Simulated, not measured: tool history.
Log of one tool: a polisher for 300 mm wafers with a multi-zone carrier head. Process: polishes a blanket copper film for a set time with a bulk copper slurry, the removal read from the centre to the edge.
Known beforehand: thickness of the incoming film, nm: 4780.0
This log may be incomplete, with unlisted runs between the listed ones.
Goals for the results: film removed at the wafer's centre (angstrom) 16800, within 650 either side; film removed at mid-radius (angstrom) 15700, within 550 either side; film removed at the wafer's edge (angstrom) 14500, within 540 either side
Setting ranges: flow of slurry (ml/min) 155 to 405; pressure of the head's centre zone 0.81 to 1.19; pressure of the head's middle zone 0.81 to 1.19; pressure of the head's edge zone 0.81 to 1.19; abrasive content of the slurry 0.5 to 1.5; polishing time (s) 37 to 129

run  hour  flow of slurry (ml/min)  pressure of the head's centre zone  pressure of the head's middle zone  pressure of the head's edge zone  abrasive content of the slurry  polishing time (s)  film removed at the wafer's centre (angstrom)  film removed at mid-radius (angstrom)  film removed at the wafer's edge (angstrom)
  1     0                      260                                   1                                   1                                 1                               1                  83                                          12240                                  12566                                        12737
  2   6.3                      260                                   1                                   1                              0.94                               1                  83                                          12722                                  12598                                        12122
  3   9.7                      270                                1.04                                1.02                              0.96                             1.1                  84                                          13516                                  13152                                        12952
  4  14.1                      270                                1.04                                1.02                              1.03                             1.1                  84                                          13390                                  13198                                        13504
  5  21.7                      280                                1.07                                1.05                              1.03                            1.15                  84                                          14314                                  13692                                        13548
  6  28.4                      280                                1.07                                1.05                              1.03                            1.15                  66                                          11006                                  10959                                        10770
  7  31.6                      285                                1.09                                1.08                              1.04                            1.25                  69                                          12162                                  11917                                        11374
  8  32.1                      290                                1.11                                 1.1                              1.06                             1.3                  72                                          13121                                  12571                                        12330
  9  36.3                      300                                1.12                                1.12                              1.06                            1.35                  74                                          13612                                  13459                                        12557
 10  43.9                      305                                1.14                                1.13                              1.07                             1.4                  76                                          14653                                  13996                                        13469
     50.6  -- slurry nozzle cleaned
 11  50.6                      310                                1.15                                1.14                              1.07                             1.4                  77                                          15740                                  15045                                        13788
 12  53.3                      320                                1.15                                1.14                              1.08                             1.4                  77                                          15717                                  14998                                        14072
 13  54.1                      330                                1.15                                1.14                              1.08                             1.4                  77                                          15550                                  15304                                        13774
 14  57.6                      335                                1.16                                1.14                              1.09                             1.4                  77                                          15727                                  15333                                        14002
 15  62.6                      340                                1.17                                1.14                              1.09                             1.4                  77                                          16164                                  15033                                        14236
 16  71.2                      340                                1.17                                1.14                              1.09                             1.4                  77                                          15813                                  15135                                        14183

Exactly one of the 4 candidate moves below puts every result within its allowed miss. Which one?
  A  79.8                      345                                 1.1                                1.13                              1.11                             1.4                  76                                              ?                                      ?                                            ?
  B  79.8                      305                                1.09                                1.18                              1.08                            1.35                  79                                              ?                                      ?                                            ?
  C  79.8                      235                                1.18                                1.14                              1.01                            1.45                  83                                              ?                                      ?                                            ?
  D  79.8                      320                                1.17                                1.11                              1.11                            1.45                  74                                              ?                                      ?                                            ?

move  film removed at the wafer's centre (angstrom)  film removed at mid-radius (angstrom)  film removed at the wafer's edge (angstrom)
   A                                          15145                                  14937                                        14130
   B                                          15263                                  15785                                        14249
   C                                          17082                                  15884                                        14496
   D                                          15707                                  14344                                        13810
A: further off than the last run
B: further off than the last run
C: every result lands within tolerance
D: further off than the last run
C is the move that brings every result within its allowed miss.
